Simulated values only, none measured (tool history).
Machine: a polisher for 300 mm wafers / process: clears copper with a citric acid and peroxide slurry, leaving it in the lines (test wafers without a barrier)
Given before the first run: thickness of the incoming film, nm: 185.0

run	hour	flow of slurry (ml/min)	pressure of the wafer on the pad (psi)	speed of the pad under the wafer (m/s)	abrasive content of the slurry	overpolish time after the end point (s)	time until the end point was called (s)	dishing of a wide line in a test structure (nm)
1	0	135	3.4	1.02	1	13	68.17	17.764
2	8.4	135	3.4	1.02	1	16	68.219	20.378
3	11.2	135	3.4	0.88	1	16	77.425	18.837
4	16.5	135	3.2	0.86	1	15	84.041	16.225
5	20.4	135	3.2	0.72	1	15	100.14	15.043
6	25.9	135	4.1	0.72	1	15	80.086	17.486
7	29.4	125	3.1	0.68	1	10	110.47	10.231

What will run 8 give?
# hour 30.7: slurry nozzle cleaned
8	30.7	125	3	0.68	1	10	?	?

Logged for run 8: time until the end point was called (s) 108.18, dishing of a wide line in a test structure (nm) 10.243.

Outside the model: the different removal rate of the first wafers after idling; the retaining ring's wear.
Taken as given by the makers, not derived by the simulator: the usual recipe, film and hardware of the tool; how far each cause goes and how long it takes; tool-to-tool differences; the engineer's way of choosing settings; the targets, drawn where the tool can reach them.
